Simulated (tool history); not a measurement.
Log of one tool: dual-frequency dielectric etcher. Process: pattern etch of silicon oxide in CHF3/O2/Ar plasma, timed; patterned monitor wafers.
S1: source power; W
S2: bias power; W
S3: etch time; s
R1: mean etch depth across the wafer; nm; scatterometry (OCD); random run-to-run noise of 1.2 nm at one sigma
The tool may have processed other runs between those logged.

{"run": 1, "hour": 0.0, "S1": 740, "S2": 138, "S3": 260.5, "R1": 507.51}
{"run": 2, "hour": 7.4, "S1": 690, "S2": 128, "S3": 257.5, "R1": 465.34}
{"run": 3, "hour": 13.1, "S1": 600, "S2": 128, "S3": 257.5, "R1": 433.85}
{"run": 4, "hour": 16.6, "S1": 570, "S2": 126, "S3": 257.5, "R1": 413.93}
{"run": 5, "hour": 22.0, "S1": 550, "S2": 126, "S3": 257.5, "R1": 404.43}
{"run": 6, "hour": 29.8, "S1": 540, "S2": 126, "S3": 257.5, "R1": 401.63}
{"run": 7, "hour": 33.5, "S1": 530, "S2": 126, "S3": 257.5, "R1": 395.04}

Forecast run 8:
{"run": 8, "hour": 38.0, "S1": 520, "S2": 126, "S3": 257.5, "R1": "?"}

For run 8 the tool returned R1 390.84 nm.
